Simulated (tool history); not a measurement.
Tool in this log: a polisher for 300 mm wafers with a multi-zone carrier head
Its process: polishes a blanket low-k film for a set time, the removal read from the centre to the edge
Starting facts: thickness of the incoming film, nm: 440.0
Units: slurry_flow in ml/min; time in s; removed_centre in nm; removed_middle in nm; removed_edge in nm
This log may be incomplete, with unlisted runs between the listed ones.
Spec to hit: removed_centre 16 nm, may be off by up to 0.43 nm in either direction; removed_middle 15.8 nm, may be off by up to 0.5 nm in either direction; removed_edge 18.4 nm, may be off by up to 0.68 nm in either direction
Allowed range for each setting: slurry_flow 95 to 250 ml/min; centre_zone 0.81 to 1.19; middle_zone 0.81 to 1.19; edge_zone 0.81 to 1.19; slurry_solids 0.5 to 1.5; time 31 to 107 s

run	hour	slurry_flow	centre_zone	middle_zone	edge_zone	slurry_solids	time	removed_centre	removed_middle	removed_edge
1	0	160	1	1	1	1	69	22.526	22.727	22.874
2	3.4	155	0.99	0.98	0.99	0.95	69	21.603	21.894	22.352
3	7.6	150	0.98	0.96	0.99	0.9	69	20.847	20.964	21.873
4	12.9	150	0.98	0.96	0.99	0.9	85	25.973	25.439	26.877
5	17.6	150	0.98	0.92	0.99	0.9	85	25.83	24.855	26.774
6	19.9	145	0.97	0.91	0.99	0.85	84	24.661	23.217	26.044
7	27.4	145	0.96	0.91	0.98	0.8	83	23.422	22.975	24.853
8	33.6	140	0.96	0.9	0.98	0.75	82	22.443	21.543	24.179
9	36.6	135	0.95	0.89	0.97	0.7	81	21.215	20.437	22.875
10	44.3	130	0.94	0.88	0.96	0.7	80	20.453	19.811	22.437
11	45.7	125	0.93	0.87	0.95	0.7	80	20.032	19.262	22.144
12	51.8	105	0.83	0.81	0.85	0.5	79	14.713	15.136	17.113
13	57.8	110	0.83	0.81	0.86	0.5	79	14.965	15.516	17.77

Of the 4 settings listed for the next run, only one would bring every result within its allowed miss of target. Which one?
A	63.8	95	0.85	0.86	0.81	0.7	69	?	?	?
B	63.8	100	0.84	0.89	0.81	0.5	77	?	?	?
C	63.8	115	0.9	0.87	0.81	0.6	72	?	?	?
D	63.8	105	0.87	0.81	0.86	0.5	82	?	?	?

move	removed_centre	removed_middle	removed_edge
A	14.437	15.159	16.654
B	14.314	15.581	16.534
C	16.117	16.024	17.088
D	16.048	15.619	18.3
A: lands further from the targets than the last run did
B: lands further from the targets than the last run did
C: brings the result that was furthest off to its target, and leaves another outside
D: meets every target
Move D is the one to make.
